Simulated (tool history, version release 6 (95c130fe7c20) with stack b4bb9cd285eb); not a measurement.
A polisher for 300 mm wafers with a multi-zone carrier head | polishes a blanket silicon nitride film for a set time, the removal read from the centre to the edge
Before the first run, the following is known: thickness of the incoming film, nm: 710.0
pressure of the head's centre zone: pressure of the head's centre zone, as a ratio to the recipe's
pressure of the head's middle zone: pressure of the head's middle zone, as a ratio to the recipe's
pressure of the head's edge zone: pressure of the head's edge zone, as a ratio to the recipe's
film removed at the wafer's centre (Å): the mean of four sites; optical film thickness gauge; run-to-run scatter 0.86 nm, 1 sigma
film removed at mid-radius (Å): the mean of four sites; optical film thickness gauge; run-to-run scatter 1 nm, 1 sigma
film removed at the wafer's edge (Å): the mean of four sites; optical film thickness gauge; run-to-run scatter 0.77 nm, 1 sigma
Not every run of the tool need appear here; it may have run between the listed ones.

run    day  flow of slurry (ml/min)  pressure of the head's centre zone  pressure of the head's middle zone  pressure of the head's edge zone  polishing time (s)  film removed at the wafer's centre (Å)  film removed at mid-radius (Å)  film removed at the wafer's edge (Å)
  1      0                      200                                   1                                   1                                 1                  34                                  679.21                          670.49                                676.42
  2  0.258                      200                                0.93                                   1                                 1                  34                                  640.06                          679.55                                678.97
  3  0.467                      200                                0.93                                0.96                                 1                  34                                  646.53                          657.17                                678.92
  4  0.708                      205                                0.95                                0.96                                 1                  35                                  685.27                          691.52                                695.16
  5  0.833                      205                                 0.9                                0.96                                 1                  35                                  635.39                          684.46                                692.03
  6   1.15                      205                                 0.9                                1.02                                 1                  35                                  639.93                          724.56                                695.86
  7  1.371                      210                                0.93                                1.02                              1.01                  35                                  669.22                          740.27                                688.43
  8  1.662                      210                                0.95                                1.01                              1.01                  36                                  690.87                          733.74                                710.23
  9    1.9                      210                                0.97                                   1                              1.01                  37                                  727.47                          747.43                                736.22
 10  2.129                      210                                0.99                                   1                              1.01                  37                                  735.06                          745.27                                730.45
 11  2.404                      210                                1.01                                0.99                              1.01                  38                                  772.47                          757.66                                764.46

Run 12 is up next; what results do you expect?
 12  2.629                      215                                1.03                                0.99                              1.01                  38                                       ?                               ?                                     ?

{"run 12": {"film removed at the wafer's centre (Å)": 786.65, "film removed at mid-radius (Å)": 775.41, "film removed at the wafer's edge (Å)": 760.97}}
